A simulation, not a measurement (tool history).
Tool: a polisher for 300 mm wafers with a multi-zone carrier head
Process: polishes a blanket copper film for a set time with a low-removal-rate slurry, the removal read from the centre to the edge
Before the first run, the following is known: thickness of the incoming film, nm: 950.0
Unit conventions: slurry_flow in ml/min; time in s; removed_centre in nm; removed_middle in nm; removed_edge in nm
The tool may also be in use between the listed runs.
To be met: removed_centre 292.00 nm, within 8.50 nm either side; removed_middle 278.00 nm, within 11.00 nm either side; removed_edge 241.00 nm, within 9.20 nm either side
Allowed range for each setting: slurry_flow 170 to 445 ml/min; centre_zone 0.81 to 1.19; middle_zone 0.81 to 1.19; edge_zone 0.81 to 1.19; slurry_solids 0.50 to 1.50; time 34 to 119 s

run 1 day=0.000 | slurry_flow=285 centre_zone=1.00 middle_zone=1.00 edge_zone=1.00 slurry_solids=1.00 time=76 | removed_centre=260.80 removed_middle=271.29 removed_edge=263.99
run 2 day=0.133 | slurry_flow=285 centre_zone=1.00 middle_zone=1.00 edge_zone=1.00 slurry_solids=0.90 time=76 | removed_centre=254.22 removed_middle=265.32 removed_edge=253.05
run 3 day=0.408 | slurry_flow=285 centre_zone=1.00 middle_zone=1.00 edge_zone=0.96 slurry_solids=0.90 time=76 | removed_centre=255.10 removed_middle=260.95 removed_edge=249.67
run 4 day=0.654 | slurry_flow=285 centre_zone=0.92 middle_zone=1.00 edge_zone=0.96 slurry_solids=0.90 time=76 | removed_centre=232.87 removed_middle=260.20 removed_edge=247.84
run 5 day=0.871 | slurry_flow=285 centre_zone=0.92 middle_zone=1.00 edge_zone=0.96 slurry_solids=0.90 time=89 | removed_centre=270.59 removed_middle=308.15 removed_edge=299.97
run 6 day=1.171 | slurry_flow=320 centre_zone=0.92 middle_zone=1.00 edge_zone=0.96 slurry_solids=0.90 time=89 | removed_centre=277.67 removed_middle=313.02 removed_edge=298.08
-- day=1.288 worn pad replaced by a new one
run 7 day=1.288 | slurry_flow=350 centre_zone=0.95 middle_zone=1.00 edge_zone=0.93 slurry_solids=0.80 time=88 | removed_centre=303.64 removed_middle=339.52 removed_edge=316.77
run 8 day=1.633 | slurry_flow=330 centre_zone=1.00 middle_zone=1.01 edge_zone=0.90 slurry_solids=0.80 time=83 | removed_centre=305.11 removed_middle=314.63 removed_edge=282.20
run 9 day=1.746 | slurry_flow=310 centre_zone=1.01 middle_zone=1.01 edge_zone=0.88 slurry_solids=0.80 time=82 | removed_centre=302.66 removed_middle=311.83 removed_edge=284.08
run 10 day=2.025 | slurry_flow=310 centre_zone=1.04 middle_zone=1.02 edge_zone=0.89 slurry_solids=0.75 time=78 | removed_centre=287.59 removed_middle=283.54 removed_edge=261.77

Of the 4 settings listed for the next run, only one would bring every result within its allowed miss of target. Which one?
run A day=2.304 | slurry_flow=395 centre_zone=1.14 middle_zone=1.02 edge_zone=0.81 slurry_solids=0.90 time=62 | removed_centre=? removed_middle=? removed_edge=?
run B day=2.304 | slurry_flow=360 centre_zone=1.12 middle_zone=1.04 edge_zone=0.85 slurry_solids=0.70 time=74 | removed_centre=? removed_middle=? removed_edge=?
run C day=2.304 | slurry_flow=290 centre_zone=1.10 middle_zone=0.95 edge_zone=0.83 slurry_solids=0.60 time=86 | removed_centre=? removed_middle=? removed_edge=?
run D day=2.304 | slurry_flow=225 centre_zone=1.10 middle_zone=0.96 edge_zone=0.90 slurry_solids=0.55 time=83 | removed_centre=? removed_middle=? removed_edge=?

move=A removed_centre=271.03 removed_middle=251.90 removed_edge=218.72
move=B removed_centre=288.36 removed_middle=277.55 removed_edge=242.48
move=C removed_centre=302.08 removed_middle=275.14 removed_edge=258.27
move=D removed_centre=270.51 removed_middle=249.43 removed_edge=242.65
A: carries the result that was furthest off beyond its target, to the other side
B: hits every target within its allowed miss
C: an improvement on the last run, though not all results are within tolerance
D: meets the target for the result that was furthest off, but another lies outside its allowed miss
Answer: B
